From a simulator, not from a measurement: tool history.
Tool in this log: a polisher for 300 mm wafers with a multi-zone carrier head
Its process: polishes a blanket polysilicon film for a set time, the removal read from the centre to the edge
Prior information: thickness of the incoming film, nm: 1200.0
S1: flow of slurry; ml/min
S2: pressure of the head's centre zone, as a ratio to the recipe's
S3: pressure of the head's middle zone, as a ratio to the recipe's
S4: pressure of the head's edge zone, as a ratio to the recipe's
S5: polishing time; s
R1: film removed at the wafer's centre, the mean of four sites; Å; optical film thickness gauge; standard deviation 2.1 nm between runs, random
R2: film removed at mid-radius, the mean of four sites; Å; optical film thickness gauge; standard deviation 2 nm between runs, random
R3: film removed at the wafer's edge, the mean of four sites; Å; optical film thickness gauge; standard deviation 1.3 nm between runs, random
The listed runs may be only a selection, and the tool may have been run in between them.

| run | day | S1 | S2 | S3 | S4 | S5 | R1 | R2 | R3 |
|---|---|---|---|---|---|---|---|---|---|
| 1 | 0.000 | 280 | 1.00 | 1.00 | 1.00 | 46 | 2011.8 | 2004.0 | 2140.1 |
| 2 | 0.121 | 275 | 0.99 | 0.98 | 0.99 | 46 | 2007.8 | 2046.7 | 2118.6 |
| 3 | 0.442 | 275 | 0.99 | 0.98 | 0.99 | 52 | 2277.9 | 2235.3 | 2390.4 |
| 4 | 0.592 | 275 | 1.06 | 0.98 | 0.99 | 52 | 2434.4 | 2263.5 | 2395.0 |
| 5 | 0.858 | 275 | 1.06 | 1.02 | 0.99 | 52 | 2412.6 | 2329.0 | 2406.0 |
| 6 | 0.983 | 275 | 1.05 | 1.00 | 0.99 | 51 | 2386.9 | 2243.8 | 2374.3 |

The next listed run, before its measurement:
|  | 1.104 | edge zone pressure recalibrated |
| 7 | 1.104 | 275 | 1.04 | 0.98 | 0.99 | 50 | ? | ? | ? |

R1: 2251.0 Å
R2: 2196.2 Å
R3: 2254.5 Å

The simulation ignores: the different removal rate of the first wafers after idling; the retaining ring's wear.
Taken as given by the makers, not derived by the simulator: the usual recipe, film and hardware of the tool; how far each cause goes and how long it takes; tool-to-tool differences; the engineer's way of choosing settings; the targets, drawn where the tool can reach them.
